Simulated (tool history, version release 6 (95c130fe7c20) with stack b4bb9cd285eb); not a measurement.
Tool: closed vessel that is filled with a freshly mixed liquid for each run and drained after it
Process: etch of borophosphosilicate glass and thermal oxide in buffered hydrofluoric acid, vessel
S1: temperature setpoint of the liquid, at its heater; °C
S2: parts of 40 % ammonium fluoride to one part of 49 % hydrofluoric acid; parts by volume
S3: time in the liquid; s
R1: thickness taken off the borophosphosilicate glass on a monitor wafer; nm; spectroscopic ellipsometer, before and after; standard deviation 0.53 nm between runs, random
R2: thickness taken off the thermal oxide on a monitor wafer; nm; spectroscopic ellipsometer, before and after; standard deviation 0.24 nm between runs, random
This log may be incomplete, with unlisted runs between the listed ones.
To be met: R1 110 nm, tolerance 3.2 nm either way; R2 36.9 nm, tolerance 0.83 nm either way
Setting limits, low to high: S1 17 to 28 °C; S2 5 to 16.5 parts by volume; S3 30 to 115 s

run	day	S1	S2	S3	R1	R2
1	0	20	10	60	202.83	68.039
2	0.25	20	10	70	235.22	79.036
3	0.433	19.5	11.5	70	200.73	67.562
4	0.771	19.5	11.5	60	173.19	57.993
5	0.858	17	11.5	60	148.41	50.341
6	1.192	17	12	60	141.92	48.31
7	1.454	17	12.5	60	138.16	45.633
8	1.775	17	13	60	132.65	44.391
# day 1.871: thermometer replaced
9	1.871	17	13.5	60	112.38	38.065

Which one of the following 4 next-run settings gets every result inside its allowed miss? There is exactly one.
A	1.967	17	16	65	?	?
B	1.967	17	13	60	?	?
C	1.967	17	8.5	40	?	?
D	1.967	18.5	12.5	50	?	?

move	R1	R2
A	103.87	35.021
B	117.74	39.651
C	115.8	38.846
D	110.95	37.396
A: takes the result that was furthest off past its target
B: misses by more than the last run did
C: misses by more than the last run did
D: hits every target within its allowed miss
D is the move that brings every result within its allowed miss.
